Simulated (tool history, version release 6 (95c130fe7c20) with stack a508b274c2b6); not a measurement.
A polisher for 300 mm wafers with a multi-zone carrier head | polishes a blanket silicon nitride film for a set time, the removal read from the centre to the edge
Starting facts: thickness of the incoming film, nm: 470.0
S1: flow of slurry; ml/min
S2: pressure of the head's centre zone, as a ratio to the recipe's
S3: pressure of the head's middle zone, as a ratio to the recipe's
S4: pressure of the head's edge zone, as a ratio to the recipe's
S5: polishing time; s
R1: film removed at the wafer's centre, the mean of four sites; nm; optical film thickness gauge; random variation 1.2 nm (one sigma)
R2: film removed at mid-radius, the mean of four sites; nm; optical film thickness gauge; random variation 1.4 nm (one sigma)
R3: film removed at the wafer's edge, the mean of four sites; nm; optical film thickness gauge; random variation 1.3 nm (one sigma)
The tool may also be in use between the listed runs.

| run | day | S1 | S2 | S3 | S4 | S5 | R1 | R2 | R3 |
|---|---|---|---|---|---|---|---|---|---|
| 1 | 0.000 | 185 | 1.00 | 1.00 | 1.00 | 46 | 100.47 | 96.907 | 96.936 |
| 2 | 0.117 | 190 | 0.98 | 1.02 | 1.05 | 49 | 106.84 | 103.990 | 107.000 |
| 3 | 0.208 | 190 | 1.04 | 1.02 | 1.05 | 49 | 111.64 | 104.730 | 107.860 |
| 4 | 0.233 | 190 | 1.11 | 1.02 | 1.05 | 49 | 119.02 | 102.220 | 106.110 |
| 5 | 0.404 | 190 | 1.11 | 1.02 | 1.05 | 43 | 103.44 | 91.098 | 92.993 |
| 6 | 0.562 | 200 | 1.06 | 1.05 | 1.09 | 46 | 106.91 | 100.780 | 101.140 |
| 7 | 0.838 | 200 | 1.02 | 1.06 | 1.11 | 49 | 112.46 | 108.970 | 109.030 |
| 8 | 1.162 | 200 | 0.98 | 1.06 | 1.13 | 51 | 110.43 | 109.760 | 115.070 |
| 9 | 1.404 | 235 | 0.95 | 1.16 | 1.19 | 58 | 126.58 | 140.990 | 137.270 |

Run 10, settings as shown, results not yet in. Your forecast:
| 10 | 1.608 | 235 | 0.95 | 1.16 | 1.19 | 58 | ? | ? | ? |

Run 10 gave R1 125.32 nm, R2 142.880 nm, R3 132.730 nm.
